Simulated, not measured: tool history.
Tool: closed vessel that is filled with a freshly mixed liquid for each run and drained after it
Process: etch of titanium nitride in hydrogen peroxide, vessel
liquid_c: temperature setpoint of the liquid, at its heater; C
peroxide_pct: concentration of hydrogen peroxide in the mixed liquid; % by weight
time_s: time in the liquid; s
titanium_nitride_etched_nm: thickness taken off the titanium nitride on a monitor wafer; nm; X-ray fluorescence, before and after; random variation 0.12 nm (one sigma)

{"run": 1, "hour": 0.0, "liquid_c": 51.0, "peroxide_pct": 24, "time_s": 265, "titanium_nitride_etched_nm": 22.771}
{"run": 2, "hour": 2.6, "liquid_c": 51.0, "peroxide_pct": 24, "time_s": 265, "titanium_nitride_etched_nm": 22.754}
{"run": 3, "hour": 8.2, "liquid_c": 51.0, "peroxide_pct": 20, "time_s": 265, "titanium_nitride_etched_nm": 21.894}
{"run": 4, "hour": 11.7, "liquid_c": 47.5, "peroxide_pct": 20, "time_s": 265, "titanium_nitride_etched_nm": 17.063}
{"hour": 15.5, "done": "thermometer replaced"}
{"run": 5, "hour": 15.5, "liquid_c": 49.0, "peroxide_pct": 20, "time_s": 265, "titanium_nitride_etched_nm": 17.419}
{"run": 6, "hour": 17.4, "liquid_c": 43.0, "peroxide_pct": 20, "time_s": 265, "titanium_nitride_etched_nm": 11.017}
{"run": 7, "hour": 22.2, "liquid_c": 45.5, "peroxide_pct": 20, "time_s": 265, "titanium_nitride_etched_nm": 13.462}
{"run": 8, "hour": 28.5, "liquid_c": 47.5, "peroxide_pct": 20, "time_s": 265, "titanium_nitride_etched_nm": 15.382}

The next listed run, before its measurement:
{"run": 9, "hour": 37.3, "liquid_c": 49.0, "peroxide_pct": 20, "time_s": 265, "titanium_nitride_etched_nm": "?"}

Run 9 gave titanium_nitride_etched_nm 17.326 nm.

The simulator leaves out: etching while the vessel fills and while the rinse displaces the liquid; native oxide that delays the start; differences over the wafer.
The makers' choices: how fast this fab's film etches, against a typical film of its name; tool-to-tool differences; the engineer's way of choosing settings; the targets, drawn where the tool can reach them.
